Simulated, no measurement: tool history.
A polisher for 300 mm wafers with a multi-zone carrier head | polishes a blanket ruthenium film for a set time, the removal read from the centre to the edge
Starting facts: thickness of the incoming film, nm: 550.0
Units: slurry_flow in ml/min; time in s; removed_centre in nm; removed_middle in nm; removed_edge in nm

{"run": 1, "day": 0.0, "slurry_flow": 130, "centre_zone": 1.0, "middle_zone": 1.0, "edge_zone": 1.0, "time": 69, "removed_centre": 85.975, "removed_middle": 85.37, "removed_edge": 86.694}
{"run": 2, "day": 0.242, "slurry_flow": 130, "centre_zone": 0.91, "middle_zone": 1.0, "edge_zone": 1.0, "time": 69, "removed_centre": 77.089, "removed_middle": 86.457, "removed_edge": 83.272}
{"run": 3, "day": 0.321, "slurry_flow": 130, "centre_zone": 0.91, "middle_zone": 1.0, "edge_zone": 1.0, "time": 84, "removed_centre": 93.432, "removed_middle": 104.41, "removed_edge": 100.3}
{"run": 4, "day": 0.592, "slurry_flow": 125, "centre_zone": 0.9, "middle_zone": 0.98, "edge_zone": 1.0, "time": 81, "removed_centre": 88.797, "removed_middle": 97.944, "removed_edge": 98.566}
{"run": 5, "day": 0.654, "slurry_flow": 120, "centre_zone": 0.89, "middle_zone": 0.97, "edge_zone": 0.99, "time": 78, "removed_centre": 83.489, "removed_middle": 91.974, "removed_edge": 94.019}
{"run": 6, "day": 0.879, "slurry_flow": 120, "centre_zone": 0.88, "middle_zone": 0.96, "edge_zone": 0.98, "time": 76, "removed_centre": 79.18, "removed_middle": 92.357, "removed_edge": 89.645}
{"run": 7, "day": 1.138, "slurry_flow": 85, "centre_zone": 0.89, "middle_zone": 0.86, "edge_zone": 1.08, "time": 61, "removed_centre": 59.341, "removed_middle": 60.131, "removed_edge": 71.903}
{"run": 8, "day": 1.421, "slurry_flow": 90, "centre_zone": 0.89, "middle_zone": 0.87, "edge_zone": 1.08, "time": 61, "removed_centre": 59.252, "removed_middle": 60.371, "removed_edge": 71.52}
{"run": 9, "day": 1.667, "slurry_flow": 95, "centre_zone": 0.89, "middle_zone": 0.88, "edge_zone": 1.08, "time": 61, "removed_centre": 61.372, "removed_middle": 62.564, "removed_edge": 72.324}

What will run 10 give?
{"run": 10, "day": 1.738, "slurry_flow": 95, "centre_zone": 0.89, "middle_zone": 0.89, "edge_zone": 1.08, "time": 61, "removed_centre": "?", "removed_middle": "?", "removed_edge": "?"}

{"run 10": {"removed_centre": 61.64, "removed_middle": 62.211, "removed_edge": 71.843}}

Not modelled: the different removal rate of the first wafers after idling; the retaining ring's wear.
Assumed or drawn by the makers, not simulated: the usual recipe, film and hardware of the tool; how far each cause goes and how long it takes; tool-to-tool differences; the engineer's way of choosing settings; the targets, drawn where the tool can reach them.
